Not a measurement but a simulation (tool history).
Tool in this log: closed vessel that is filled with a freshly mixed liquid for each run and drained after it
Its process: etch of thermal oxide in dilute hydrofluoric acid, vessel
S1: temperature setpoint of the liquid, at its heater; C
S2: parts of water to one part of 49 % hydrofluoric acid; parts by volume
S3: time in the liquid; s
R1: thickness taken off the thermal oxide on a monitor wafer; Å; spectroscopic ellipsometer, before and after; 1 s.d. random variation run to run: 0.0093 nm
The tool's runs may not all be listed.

{"run": 1, "hour": 0.0, "S1": 24, "S2": 155, "S3": 60, "R1": 17.342}
{"run": 2, "hour": 3.0, "S1": 25.5, "S2": 155, "S3": 60, "R1": 18.442}
{"run": 3, "hour": 10.7, "S1": 25.5, "S2": 155, "S3": 35, "R1": 10.713}
{"run": 4, "hour": 17.7, "S1": 24, "S2": 155, "S3": 35, "R1": 10.091}
{"run": 5, "hour": 21.7, "S1": 25, "S2": 155, "S3": 35, "R1": 10.534}
{"run": 6, "hour": 26.3, "S1": 25, "S2": 185, "S3": 35, "R1": 8.4538}

Estimate the outcome of run 7 from the log above:
{"run": 7, "hour": 27.6, "S1": 26.5, "S2": 180, "S3": 35, "R1": "?"}

R1: 9.2317 Å
